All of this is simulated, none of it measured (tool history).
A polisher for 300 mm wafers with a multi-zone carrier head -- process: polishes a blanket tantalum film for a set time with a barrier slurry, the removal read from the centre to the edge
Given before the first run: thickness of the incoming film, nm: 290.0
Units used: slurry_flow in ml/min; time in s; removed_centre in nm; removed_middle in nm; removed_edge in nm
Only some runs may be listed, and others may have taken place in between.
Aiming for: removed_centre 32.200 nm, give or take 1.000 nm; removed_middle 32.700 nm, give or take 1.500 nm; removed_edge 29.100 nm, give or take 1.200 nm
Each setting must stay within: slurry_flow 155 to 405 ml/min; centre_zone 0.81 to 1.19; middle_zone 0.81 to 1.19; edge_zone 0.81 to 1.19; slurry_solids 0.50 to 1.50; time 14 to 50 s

run	hour	slurry_flow	centre_zone	middle_zone	edge_zone	slurry_solids	time	removed_centre	removed_middle	removed_edge
1	0.0	260	1.00	1.00	1.00	1.00	32	39.412	38.091	38.256
2	0.8	260	1.00	1.00	1.00	1.00	25	30.440	29.955	30.648
3	2.4	265	1.01	1.01	0.99	1.00	25	30.689	29.705	30.285
4	7.7	265	0.94	1.01	0.99	1.00	25	29.271	29.186	30.090
5	11.5	265	0.94	1.01	1.07	1.00	25	28.962	29.771	30.765
6	18.5	270	0.96	1.02	1.06	1.00	25	29.330	30.445	31.006
# hour 24.2: edge zone pressure recalibrated
7	24.2	270	0.96	1.02	1.06	1.00	25	29.813	29.976	30.081
8	32.1	275	0.97	1.03	1.06	1.00	25	30.123	30.874	30.425
9	39.5	280	0.98	1.03	1.06	1.00	25	30.742	30.604	30.747
10	46.2	285	0.98	1.04	1.06	1.00	25	29.923	30.837	30.179
11	53.2	290	0.99	1.05	1.06	1.00	25	30.570	31.291	30.165

Below are 5 possible settings for the next run. Only one of them brings all results inside the allowed miss of their targets. Which is it?
A	60.2	330	0.97	1.00	0.98	1.40	25	?	?	?
B	60.2	260	1.04	0.91	0.99	0.95	26	?	?	?
C	60.2	280	0.95	0.97	1.08	1.15	25	?	?	?
D	60.2	340	1.08	1.12	1.01	0.85	26	?	?	?
E	60.2	270	0.92	1.14	1.11	1.05	24	?	?	?

move	removed_centre	removed_middle	removed_edge
A	33.258	33.070	32.139
B	31.928	27.887	29.629
C	30.659	30.227	31.458
D	32.372	32.609	29.073
E	27.905	32.304	29.595
A: moves the result that the last run missed by most past its target, out the other side
B: puts the biggest miss on target and leaves a different result outside tolerance
C: further off than the last run
D: hits every target within its allowed miss
E: further off than the last run
The move that meets every target is D.
